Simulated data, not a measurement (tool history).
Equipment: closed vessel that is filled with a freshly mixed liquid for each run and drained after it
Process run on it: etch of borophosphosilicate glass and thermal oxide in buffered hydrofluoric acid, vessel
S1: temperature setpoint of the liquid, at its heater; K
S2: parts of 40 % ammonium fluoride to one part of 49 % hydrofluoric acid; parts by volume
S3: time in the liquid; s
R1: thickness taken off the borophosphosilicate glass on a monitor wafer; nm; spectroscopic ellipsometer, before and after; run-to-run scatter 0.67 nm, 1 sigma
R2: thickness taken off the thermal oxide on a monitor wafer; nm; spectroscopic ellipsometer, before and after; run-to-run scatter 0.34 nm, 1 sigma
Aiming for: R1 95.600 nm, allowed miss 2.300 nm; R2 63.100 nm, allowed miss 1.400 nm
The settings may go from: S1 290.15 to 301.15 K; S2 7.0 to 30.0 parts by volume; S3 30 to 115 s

run,day,S1,S2,S3,R1,R2
1,0.000,293.15,19.0,60,45.483,29.895
2,0.108,293.15,19.0,75,56.768,37.125
3,0.204,293.15,14.5,75,74.559,49.118
4,0.288,293.15,14.5,90,88.601,59.204
5,0.600,293.65,14.5,90,91.577,60.489
6,0.642,293.65,10.0,90,132.020,87.131
7,0.842,292.65,10.5,90,119.250,77.926
8,0.883,292.15,11.0,90,109.430,73.600
9,1.121,292.15,11.5,90,106.390,69.987
10,1.442,291.65,11.5,90,103.810,67.517

Which one of the following 4 next-run settings gets every result inside its allowed miss? There is exactly one.
A,1.762,292.15,17.0,115,?,?
B,1.762,291.65,13.0,95,?,?
C,1.762,299.15,15.0,75,?,?
D,1.762,290.15,11.5,85,?,?

move,R1,R2
A,92.008,61.004
B,96.368,63.785
C,99.518,66.219
D,89.449,59.088
A: takes the result that was furthest off past its target
B: each result inside its tolerance
C: moves toward the targets from the last run without getting all of them in spec
D: takes the result that was furthest off past its target
Go with B: it meets all targets.

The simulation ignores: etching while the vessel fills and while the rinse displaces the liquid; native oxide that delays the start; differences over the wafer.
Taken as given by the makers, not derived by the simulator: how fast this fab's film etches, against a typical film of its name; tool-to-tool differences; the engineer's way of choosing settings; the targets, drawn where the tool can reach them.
